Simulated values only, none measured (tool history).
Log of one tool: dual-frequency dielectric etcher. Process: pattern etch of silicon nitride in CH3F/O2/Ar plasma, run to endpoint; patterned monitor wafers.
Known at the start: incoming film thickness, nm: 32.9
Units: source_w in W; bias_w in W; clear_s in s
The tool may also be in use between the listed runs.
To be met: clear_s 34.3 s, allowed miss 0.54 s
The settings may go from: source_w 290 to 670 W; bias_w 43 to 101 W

run  hour  source_w  bias_w  clear_s
  1     0       480      72   42.072
  2   0.5       520      72   40.775
  3   9.5       520      77   39.705
  4  13.1       560      79   38.125
  5  21.9       510      79   39.277
  6  25.5       510      71   41.578
  7  30.4       610      85   35.867
  8  36.6       620      86   35.157
  9  40.8       630      86   34.819

5 next moves are on the table. One of them brings every result within its allowed miss. Which?
  A    45       580      90        ?
  B    45       630      83        ?
  C    45       620      83        ?
  D    45       610      85        ?
  E    45       640      89        ?

move  clear_s
   A    35.28
   B   35.598
   C   35.806
   D   35.608
   E   34.231
A: further off than the last run
B: further off than the last run
C: further off than the last run
D: further off than the last run
E: meets every target
The right move is E.
